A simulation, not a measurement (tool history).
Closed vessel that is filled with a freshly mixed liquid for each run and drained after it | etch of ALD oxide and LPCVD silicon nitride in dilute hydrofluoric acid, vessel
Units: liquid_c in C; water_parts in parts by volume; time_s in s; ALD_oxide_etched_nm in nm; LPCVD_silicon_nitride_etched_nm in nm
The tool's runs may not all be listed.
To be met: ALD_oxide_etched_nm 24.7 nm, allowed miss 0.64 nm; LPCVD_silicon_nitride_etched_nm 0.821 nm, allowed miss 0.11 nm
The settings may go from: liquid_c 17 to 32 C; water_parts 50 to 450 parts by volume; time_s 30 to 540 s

| run | hour | liquid_c | water_parts | time_s | ALD_oxide_etched_nm | LPCVD_silicon_nitride_etched_nm |
|---|---|---|---|---|---|---|
| 1 | 0 | 24 | 250 | 275 | 21.81 | 0.59413 |
| 2 | 2.8 | 25 | 255 | 275 | 22.197 | 0.65544 |
| 3 | 8.2 | 25.5 | 255 | 275 | 22.847 | 0.65545 |
| 4 | 12.5 | 25.5 | 295 | 275 | 18.884 | 0.52975 |
| 5 | 16.4 | 25.5 | 240 | 275 | 24.692 | 0.69282 |
| 6 | 23.8 | 22.5 | 240 | 275 | 21.886 | 0.56269 |
| 7 | 28 | 23.5 | 245 | 275 | 22.13 | 0.59879 |
| 8 | 33.3 | 24.5 | 250 | 275 | 22.232 | 0.65323 |
| 9 | 37.6 | 25 | 250 | 275 | 22.415 | 0.63418 |
| 10 | 39.4 | 26 | 250 | 275 | 23.878 | 0.69364 |
| 11 | 40.4 | 26.5 | 255 | 275 | 23.29 | 0.74932 |

4 next moves are on the table. One of them brings every result within its allowed miss. Which?
| A | 41.4 | 30 | 245 | 245 | ? | ? |
| B | 41.4 | 18 | 225 | 350 | ? | ? |
| C | 41.4 | 17 | 260 | 420 | ? | ? |
| D | 41.4 | 27.5 | 230 | 260 | ? | ? |

| move | ALD_oxide_etched_nm | LPCVD_silicon_nitride_etched_nm |
|---|---|---|
| A | 24.634 | 0.85968 |
| B | 25.352 | 0.63158 |
| C | 24.551 | 0.61769 |
| D | 26.013 | 0.8382 |
A: meets every target
B: takes the result that was furthest off past its target
C: brings the result that was furthest off to its target, and leaves another outside
D: takes the result that was furthest off past its target
Move A is the one to make.
